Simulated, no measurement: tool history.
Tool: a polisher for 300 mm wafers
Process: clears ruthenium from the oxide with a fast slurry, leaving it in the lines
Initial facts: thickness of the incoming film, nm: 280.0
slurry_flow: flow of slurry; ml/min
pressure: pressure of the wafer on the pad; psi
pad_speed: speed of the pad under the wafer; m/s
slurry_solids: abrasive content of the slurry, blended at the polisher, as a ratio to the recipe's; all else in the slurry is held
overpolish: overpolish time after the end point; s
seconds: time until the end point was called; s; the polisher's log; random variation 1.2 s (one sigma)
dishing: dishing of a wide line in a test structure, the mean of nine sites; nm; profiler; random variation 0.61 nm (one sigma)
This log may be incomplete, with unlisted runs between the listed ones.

run	hour	slurry_flow	pressure	pad_speed	slurry_solids	overpolish	seconds	dishing
1	0.0	195	3.4	0.78	1.0	18	63.076	61.395
2	4.9	215	3.4	0.78	1.0	18	62.512	62.128
3	13.4	215	3.4	0.78	1.0	17	63.668	59.112
4	17.9	245	3.4	0.78	1.0	17	61.339	60.701
5	19.0	280	3.4	0.78	1.0	17	61.515	60.145
6	23.1	280	3.7	0.78	1.0	17	55.958	64.578

Expected results for the next run?
7	29.7	280	3.4	0.76	1.0	13	?	?

{"run 7": {"seconds": 61.736, "dishing": 46.469}}
